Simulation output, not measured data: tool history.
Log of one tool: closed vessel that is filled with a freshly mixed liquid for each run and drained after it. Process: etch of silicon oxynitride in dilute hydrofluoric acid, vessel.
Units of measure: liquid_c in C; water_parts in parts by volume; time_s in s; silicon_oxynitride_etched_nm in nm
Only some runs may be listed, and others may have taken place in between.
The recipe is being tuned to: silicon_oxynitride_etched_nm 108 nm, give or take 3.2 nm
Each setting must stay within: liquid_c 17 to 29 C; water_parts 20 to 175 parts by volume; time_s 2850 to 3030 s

{"run": 1, "hour": 0.0, "liquid_c": 21, "water_parts": 95, "time_s": 2850, "silicon_oxynitride_etched_nm": 67.39}
{"run": 2, "hour": 3.7, "liquid_c": 21, "water_parts": 75, "time_s": 2850, "silicon_oxynitride_etched_nm": 85.543}
{"run": 3, "hour": 8.1, "liquid_c": 21, "water_parts": 110, "time_s": 2850, "silicon_oxynitride_etched_nm": 57.875}
{"run": 4, "hour": 13.1, "liquid_c": 22, "water_parts": 105, "time_s": 2850, "silicon_oxynitride_etched_nm": 62.997}
{"run": 5, "hour": 18.2, "liquid_c": 22, "water_parts": 105, "time_s": 2850, "silicon_oxynitride_etched_nm": 63.763}
{"run": 6, "hour": 23.0, "liquid_c": 22, "water_parts": 120, "time_s": 2850, "silicon_oxynitride_etched_nm": 54.866}
{"run": 7, "hour": 30.8, "liquid_c": 23, "water_parts": 115, "time_s": 2850, "silicon_oxynitride_etched_nm": 59.773}
{"run": 8, "hour": 33.0, "liquid_c": 24, "water_parts": 110, "time_s": 2850, "silicon_oxynitride_etched_nm": 66.548}
{"run": 9, "hour": 36.3, "liquid_c": 24.5, "water_parts": 105, "time_s": 2850, "silicon_oxynitride_etched_nm": 71.716}
{"run": 10, "hour": 41.6, "liquid_c": 25, "water_parts": 100, "time_s": 2850, "silicon_oxynitride_etched_nm": 76.525}
{"run": 11, "hour": 49.0, "liquid_c": 25.5, "water_parts": 100, "time_s": 2850, "silicon_oxynitride_etched_nm": 78.691}
{"run": 12, "hour": 57.0, "liquid_c": 26, "water_parts": 100, "time_s": 2850, "silicon_oxynitride_etched_nm": 81.184}
{"run": 13, "hour": 65.4, "liquid_c": 26, "water_parts": 100, "time_s": 2850, "silicon_oxynitride_etched_nm": 80.532}

4 candidate next runs follow, results not yet known. Just one meets every target within its allowed miss. Identify it.
{"run": "A", "hour": 73.8, "liquid_c": 28, "water_parts": 85, "time_s": 2950, "silicon_oxynitride_etched_nm": "?"}
{"run": "B", "hour": 73.8, "liquid_c": 27, "water_parts": 70, "time_s": 3030, "silicon_oxynitride_etched_nm": "?"}
{"run": "C", "hour": 73.8, "liquid_c": 24.5, "water_parts": 70, "time_s": 3030, "silicon_oxynitride_etched_nm": "?"}
{"run": "D", "hour": 73.8, "liquid_c": 27, "water_parts": 75, "time_s": 2850, "silicon_oxynitride_etched_nm": "?"}

move=A silicon_oxynitride_etched_nm=109.1
move=B silicon_oxynitride_etched_nm=131.76
move=C silicon_oxynitride_etched_nm=117.02
move=D silicon_oxynitride_etched_nm=115.13
A: each result inside its tolerance
B: takes the result that was furthest off past its target
C: takes the result that was furthest off past its target
D: takes the result that was furthest off past its target
Correct choice: A, which meets every target

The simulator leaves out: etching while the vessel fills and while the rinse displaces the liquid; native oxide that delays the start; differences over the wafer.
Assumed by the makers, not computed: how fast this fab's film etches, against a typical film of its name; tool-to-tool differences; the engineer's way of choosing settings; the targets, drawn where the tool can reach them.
